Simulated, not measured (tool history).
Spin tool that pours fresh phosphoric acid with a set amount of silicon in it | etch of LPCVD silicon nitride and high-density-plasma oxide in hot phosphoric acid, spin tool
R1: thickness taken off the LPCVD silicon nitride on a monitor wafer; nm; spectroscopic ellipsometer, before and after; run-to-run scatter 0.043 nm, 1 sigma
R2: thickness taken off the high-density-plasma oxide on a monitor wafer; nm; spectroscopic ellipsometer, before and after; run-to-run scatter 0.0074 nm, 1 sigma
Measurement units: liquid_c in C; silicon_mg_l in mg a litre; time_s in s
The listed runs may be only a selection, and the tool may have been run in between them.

{"run": 1, "hour": 0.0, "liquid_c": 161, "silicon_mg_l": 16.5, "time_s": 180, "R1": 16.481, "R2": 0.50605}
{"run": 2, "hour": 3.0, "liquid_c": 161, "silicon_mg_l": 16.5, "time_s": 110, "R1": 10.198, "R2": 0.32304}
{"run": 3, "hour": 7.5, "liquid_c": 161, "silicon_mg_l": 13.5, "time_s": 110, "R1": 10.06, "R2": 0.33285}
{"run": 4, "hour": 11.5, "liquid_c": 161, "silicon_mg_l": 17, "time_s": 110, "R1": 10.14, "R2": 0.33812}
{"run": 5, "hour": 14.5, "liquid_c": 160, "silicon_mg_l": 19, "time_s": 85, "R1": 7.5486, "R2": 0.24046}
{"run": 6, "hour": 16.7, "liquid_c": 158, "silicon_mg_l": 19, "time_s": 85, "R1": 7.0381, "R2": 0.19691}
{"run": 7, "hour": 23.9, "liquid_c": 157, "silicon_mg_l": 15, "time_s": 30, "R1": 2.4161, "R2": 0.071856}
{"run": 8, "hour": 30.3, "liquid_c": 158.5, "silicon_mg_l": 16.5, "time_s": 25, "R1": 2.0919, "R2": 0.063987}
{"run": 9, "hour": 37.3, "liquid_c": 160, "silicon_mg_l": 22.5, "time_s": 30, "R1": 2.6456, "R2": 0.078723}
{"run": 10, "hour": 40.7, "liquid_c": 160, "silicon_mg_l": 22.5, "time_s": 45, "R1": 3.9985, "R2": 0.10348}
{"run": 11, "hour": 42.9, "liquid_c": 161.5, "silicon_mg_l": 22.5, "time_s": 45, "R1": 4.2204, "R2": 0.12547}
{"run": 12, "hour": 50.8, "liquid_c": 164, "silicon_mg_l": 33, "time_s": 70, "R1": 7.0734, "R2": 0.15723}
{"run": 13, "hour": 52.3, "liquid_c": 163.5, "silicon_mg_l": 30, "time_s": 65, "R1": 6.408, "R2": 0.16015}
{"run": 14, "hour": 55.8, "liquid_c": 163, "silicon_mg_l": 28, "time_s": 65, "R1": 6.3013, "R2": 0.17443}
{"run": 15, "hour": 56.6, "liquid_c": 160.5, "silicon_mg_l": 26, "time_s": 55, "R1": 5.0096, "R2": 0.10791}

What does the tool deliver on the next run?
{"run": 16, "hour": 63.1, "liquid_c": 161, "silicon_mg_l": 25.5, "time_s": 55, "R1": "?", "R2": "?"}

{"run 16": {"R1": 5.0683, "R2": 0.12937}}
